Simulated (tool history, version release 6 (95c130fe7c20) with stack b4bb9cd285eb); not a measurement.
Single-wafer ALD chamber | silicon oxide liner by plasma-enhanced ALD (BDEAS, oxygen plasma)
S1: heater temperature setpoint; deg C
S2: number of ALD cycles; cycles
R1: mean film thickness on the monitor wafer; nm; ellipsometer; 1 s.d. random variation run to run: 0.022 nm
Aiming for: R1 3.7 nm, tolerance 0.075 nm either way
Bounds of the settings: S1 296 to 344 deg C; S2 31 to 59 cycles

run	day	S1	S2	R1
1	0	320	45	4.1456
2	0.304	320	50	4.5867
3	0.621	310	50	4.6715
4	0.871	302	50	4.7037
5	0.917	296	50	4.7974
6	0.996	296	50	4.8763
7	1.283	302	47	4.396
8	1.317	303	45	4.2041
9	1.417	304	44	4.0966
10	1.567	305	43	4.014
11	1.671	306	42	3.9564
12	1.746	307	41	3.8464

Exactly one of the 4 candidate moves below puts every result within its allowed miss. Which one?
A	1.821	323	43	?
B	1.821	300	39	?
C	1.821	309	44	?
D	1.821	309	43	?

move	R1
A	3.932
B	3.7246
C	4.1162
D	4.0226
A: its largest miss is bigger than the last run's
B: in spec on every target
C: its largest miss is bigger than the last run's
D: its largest miss is bigger than the last run's
Move B is the one to make.
